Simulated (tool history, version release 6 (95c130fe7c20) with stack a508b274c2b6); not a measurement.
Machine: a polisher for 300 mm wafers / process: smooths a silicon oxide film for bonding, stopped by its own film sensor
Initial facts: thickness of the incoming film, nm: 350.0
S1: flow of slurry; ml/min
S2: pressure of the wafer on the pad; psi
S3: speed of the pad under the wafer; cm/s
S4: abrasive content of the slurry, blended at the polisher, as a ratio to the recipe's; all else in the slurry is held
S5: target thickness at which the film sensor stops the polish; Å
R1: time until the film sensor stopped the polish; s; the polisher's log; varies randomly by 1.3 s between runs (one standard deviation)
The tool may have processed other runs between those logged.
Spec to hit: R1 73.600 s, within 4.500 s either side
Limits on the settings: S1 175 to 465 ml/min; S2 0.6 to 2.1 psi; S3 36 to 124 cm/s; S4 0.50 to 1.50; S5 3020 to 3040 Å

| run | hour | S1 | S2 | S3 | S4 | S5 | R1 |
|---|---|---|---|---|---|---|---|
| 1 | 0.0 | 295 | 1.3 | 80 | 1.00 | 3040 | 109.250 |
| 2 | 8.0 | 295 | 1.4 | 82 | 1.00 | 3040 | 103.040 |
| 3 | 12.5 | 295 | 1.4 | 82 | 1.00 | 3040 | 100.350 |
| 4 | 15.6 | 295 | 1.1 | 82 | 1.00 | 3040 | 125.920 |
| 5 | 20.4 | 295 | 1.1 | 96 | 1.00 | 3040 | 113.370 |
| 6 | 25.5 | 295 | 1.2 | 98 | 1.00 | 3040 | 103.330 |
| 7 | 32.5 | 295 | 1.3 | 100 | 1.00 | 3040 | 94.866 |
| 8 | 39.6 | 295 | 1.4 | 100 | 1.00 | 3040 | 90.050 |
| 9 | 47.7 | 295 | 1.5 | 100 | 1.00 | 3040 | 82.870 |
| 10 | 56.0 | 295 | 1.6 | 102 | 1.00 | 3040 | 79.213 |

Below are 5 possible settings for the next run. Only one of them brings all results inside the allowed miss of their targets. Which is it?
| A | 64.3 | 330 | 1.6 | 74 | 1.35 | 3040 | ? |
| B | 64.3 | 310 | 1.9 | 84 | 0.80 | 3030 | ? |
| C | 64.3 | 355 | 1.6 | 104 | 1.30 | 3020 | ? |
| D | 64.3 | 365 | 1.9 | 94 | 0.60 | 3040 | ? |
| E | 64.3 | 300 | 1.6 | 94 | 1.00 | 3040 | ? |

| move | R1 |
|---|---|
| A | 84.653 |
| B | 85.180 |
| C | 71.737 |
| D | 87.381 |
| E | 82.267 |
A: lands further from the targets than the last run did
B: lands further from the targets than the last run did
C: all results land within tolerance of their targets
D: lands further from the targets than the last run did
E: lands further from the targets than the last run did
Answer: C

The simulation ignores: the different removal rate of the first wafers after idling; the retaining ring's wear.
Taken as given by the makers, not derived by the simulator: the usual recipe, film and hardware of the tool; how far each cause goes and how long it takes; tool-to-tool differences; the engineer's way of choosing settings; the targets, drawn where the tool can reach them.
